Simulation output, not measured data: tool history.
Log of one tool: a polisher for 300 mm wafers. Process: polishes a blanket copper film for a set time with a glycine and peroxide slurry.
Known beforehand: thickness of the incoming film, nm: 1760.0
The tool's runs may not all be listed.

| run | hour | flow of slurry (ml/min) | pressure of the wafer on the pad (kPa) | speed of the pad under the wafer (m/s) | polishing time (s) | film removed (nm) |
|---|---|---|---|---|---|---|
| 1 | 0.0 | 305 | 19.3 | 0.98 | 49 | 247.07 |
| 2 | 1.1 | 305 | 20.7 | 1.00 | 49 | 271.09 |
| 3 | 9.3 | 305 | 21.4 | 1.00 | 49 | 274.00 |
| 4 | 16.7 | 305 | 21.4 | 1.00 | 49 | 269.52 |
| 5 | 19.0 | 355 | 21.4 | 1.00 | 49 | 282.86 |
| 6 | 21.3 | 360 | 22.1 | 1.00 | 49 | 291.70 |
| 7 | 29.2 | 360 | 22.1 | 1.00 | 49 | 284.52 |

Expected results for the next run?
| 8 | 30.5 | 360 | 22.1 | 1.00 | 49 | ? |

film removed (nm): 289.21

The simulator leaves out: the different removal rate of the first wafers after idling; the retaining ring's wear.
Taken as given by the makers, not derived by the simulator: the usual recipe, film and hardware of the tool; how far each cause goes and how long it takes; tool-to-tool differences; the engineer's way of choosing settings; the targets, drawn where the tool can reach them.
